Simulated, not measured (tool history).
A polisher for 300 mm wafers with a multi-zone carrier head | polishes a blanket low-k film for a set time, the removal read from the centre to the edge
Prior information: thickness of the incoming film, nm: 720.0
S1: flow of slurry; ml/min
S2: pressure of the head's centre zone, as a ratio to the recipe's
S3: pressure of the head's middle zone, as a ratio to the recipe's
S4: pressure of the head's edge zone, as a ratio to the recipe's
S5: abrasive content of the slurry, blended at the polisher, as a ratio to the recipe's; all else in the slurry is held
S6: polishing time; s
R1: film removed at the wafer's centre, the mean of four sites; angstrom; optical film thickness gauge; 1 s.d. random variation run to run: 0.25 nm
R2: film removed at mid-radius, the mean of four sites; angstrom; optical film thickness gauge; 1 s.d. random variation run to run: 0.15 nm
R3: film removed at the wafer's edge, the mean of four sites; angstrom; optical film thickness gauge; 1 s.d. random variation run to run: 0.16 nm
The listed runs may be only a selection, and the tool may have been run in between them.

run,day,S1,S2,S3,S4,S5,S6,R1,R2,R3
1,0,195,1,1,1,1,88,236.93,237.21,237.53
2,0.229,195,1,0.97,1,1,88,233.37,228.47,235.47
3,0.446,195,1,0.97,1,1,107,286.36,278.43,288.05
4,0.475,195,1.01,0.96,0.96,0.85,101,249.3,239.44,248.07
5,0.633,195,1.01,0.96,0.91,0.85,101,251.14,242.72,237.1
6,0.683,195,1.01,0.9,0.91,0.85,101,251.27,229.72,243.58
7,0.796,190,1.02,0.91,0.88,0.75,98,224.13,206.73,209.74
8,1.088,175,1.02,0.9,0.86,0.7,98,212.08,194.71,200.59
9,1.283,170,1.07,0.94,0.81,0.5,94,170.35,152.35,150.86

Run 10 comes next. What will it give?
10,1.625,195,1.06,0.94,0.82,0.5,94,?,?,?

R1: 176.3 angstrom
R2: 155.77 angstrom
R3: 152 angstrom

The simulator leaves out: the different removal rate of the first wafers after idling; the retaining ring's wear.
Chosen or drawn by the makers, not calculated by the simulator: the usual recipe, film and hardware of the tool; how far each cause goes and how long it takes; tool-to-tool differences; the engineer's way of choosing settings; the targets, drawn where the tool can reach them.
